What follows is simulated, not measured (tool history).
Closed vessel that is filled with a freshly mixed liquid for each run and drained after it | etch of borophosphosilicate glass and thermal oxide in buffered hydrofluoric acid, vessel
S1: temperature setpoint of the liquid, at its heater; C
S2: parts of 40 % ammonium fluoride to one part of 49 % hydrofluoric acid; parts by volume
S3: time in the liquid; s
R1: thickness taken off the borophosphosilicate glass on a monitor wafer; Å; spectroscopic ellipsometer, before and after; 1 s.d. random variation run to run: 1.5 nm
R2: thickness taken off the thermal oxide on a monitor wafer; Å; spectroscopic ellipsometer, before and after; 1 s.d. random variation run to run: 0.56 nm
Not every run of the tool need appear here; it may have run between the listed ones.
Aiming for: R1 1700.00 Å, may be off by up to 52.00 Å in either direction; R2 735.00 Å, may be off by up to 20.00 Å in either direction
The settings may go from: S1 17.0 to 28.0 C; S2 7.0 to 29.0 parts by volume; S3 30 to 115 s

{"run": 1, "hour": 0.0, "S1": 20.0, "S2": 18.0, "S3": 60, "R1": 751.53, "R2": 326.45}
{"run": 2, "hour": 5.1, "S1": 23.0, "S2": 18.0, "S3": 60, "R1": 886.77, "R2": 385.0}
{"run": 3, "hour": 8.4, "S1": 24.5, "S2": 16.0, "S3": 60, "R1": 1066.7, "R2": 466.74}
{"run": 4, "hour": 11.5, "S1": 24.5, "S2": 11.5, "S3": 60, "R1": 1487.9, "R2": 658.89}
{"run": 5, "hour": 18.7, "S1": 24.5, "S2": 11.5, "S3": 40, "R1": 987.24, "R2": 428.95}
{"run": 6, "hour": 27.5, "S1": 28.0, "S2": 11.5, "S3": 40, "R1": 1213.3, "R2": 527.97}
{"run": 7, "hour": 31.3, "S1": 28.0, "S2": 10.0, "S3": 40, "R1": 1370.1, "R2": 593.35}
{"run": 8, "hour": 32.4, "S1": 28.0, "S2": 9.0, "S3": 40, "R1": 1474.0, "R2": 639.67}
{"run": 9, "hour": 37.7, "S1": 28.0, "S2": 8.5, "S3": 40, "R1": 1596.3, "R2": 673.41}
{"run": 10, "hour": 41.8, "S1": 28.0, "S2": 7.5, "S3": 40, "R1": 1776.9, "R2": 779.13}
{"run": 11, "hour": 44.3, "S1": 27.5, "S2": 7.5, "S3": 40, "R1": 1748.0, "R2": 761.09}

Of the 5 settings listed for the next run, only one would bring every result within its allowed miss of target. Which one?
{"run": "A", "hour": 46.8, "S1": 24.0, "S2": 8.5, "S3": 50, "R1": "?", "R2": "?"}
{"run": "B", "hour": 46.8, "S1": 27.0, "S2": 8.0, "S3": 40, "R1": "?", "R2": "?"}
{"run": "C", "hour": 46.8, "S1": 25.5, "S2": 9.0, "S3": 50, "R1": "?", "R2": "?"}
{"run": "D", "hour": 46.8, "S1": 22.5, "S2": 8.0, "S3": 50, "R1": "?", "R2": "?"}
{"run": "E", "hour": 46.8, "S1": 28.0, "S2": 7.0, "S3": 35, "R1": "?", "R2": "?"}

move=A R1=1587.30 R2=684.37
move=B R1=1592.30 R2=687.36
move=C R1=1615.80 R2=697.69
move=D R1=1564.20 R2=673.22
move=E R1=1699.00 R2=732.66
A: the result that was furthest off in the last run now lies on the other side of its target
B: the result that was furthest off in the last run now lies on the other side of its target
C: the result that was furthest off in the last run now lies on the other side of its target
D: the result that was furthest off in the last run now lies on the other side of its target
E: in spec on every target
Correct choice: E, which meets every target
